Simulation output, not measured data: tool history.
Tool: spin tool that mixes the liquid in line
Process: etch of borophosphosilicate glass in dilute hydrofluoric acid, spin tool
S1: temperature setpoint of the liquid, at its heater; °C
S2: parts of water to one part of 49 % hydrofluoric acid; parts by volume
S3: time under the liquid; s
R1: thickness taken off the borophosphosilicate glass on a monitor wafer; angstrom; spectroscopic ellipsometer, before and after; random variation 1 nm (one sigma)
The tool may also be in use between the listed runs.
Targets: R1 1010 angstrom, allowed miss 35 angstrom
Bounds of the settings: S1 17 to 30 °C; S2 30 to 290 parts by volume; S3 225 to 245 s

run 1 hour=0 | S1=22 S2=160 S3=225 | R1=750.69
run 2 hour=6.4 | S1=23.5 S2=160 S3=225 | R1=793.33
run 3 hour=10.2 | S1=24.5 S2=160 S3=225 | R1=826.98
run 4 hour=14.2 | S1=25.5 S2=160 S3=225 | R1=838.47
run 5 hour=22.5 | S1=25.5 S2=195 S3=225 | R1=665.78
run 6 hour=31.1 | S1=28.5 S2=195 S3=225 | R1=751.17
run 7 hour=37.7 | S1=29 S2=185 S3=225 | R1=800.6
run 8 hour=39.5 | S1=29 S2=180 S3=225 | R1=847.41
run 9 hour=45.9 | S1=29 S2=175 S3=225 | R1=860.19
run 10 hour=54.4 | S1=29 S2=170 S3=225 | R1=907.27
run 11 hour=60.9 | S1=29.5 S2=165 S3=225 | R1=952.6

Which of these 5 next moves meets every target?
run A hour=67.4 | S1=28.5 S2=170 S3=225 | R1=?
run B hour=67.4 | S1=30 S2=180 S3=240 | R1=?
run C hour=67.4 | S1=28.5 S2=170 S3=235 | R1=?
run D hour=67.4 | S1=24 S2=145 S3=225 | R1=?
run E hour=67.4 | S1=27 S2=155 S3=240 | R1=?

move=A R1=886.65
move=B R1=930.44
move=C R1=926.06
move=D R1=906.07
move=E R1=1000.3
A: further off than the last run
B: further off than the last run
C: further off than the last run
D: further off than the last run
E: meets every target
Answer: E

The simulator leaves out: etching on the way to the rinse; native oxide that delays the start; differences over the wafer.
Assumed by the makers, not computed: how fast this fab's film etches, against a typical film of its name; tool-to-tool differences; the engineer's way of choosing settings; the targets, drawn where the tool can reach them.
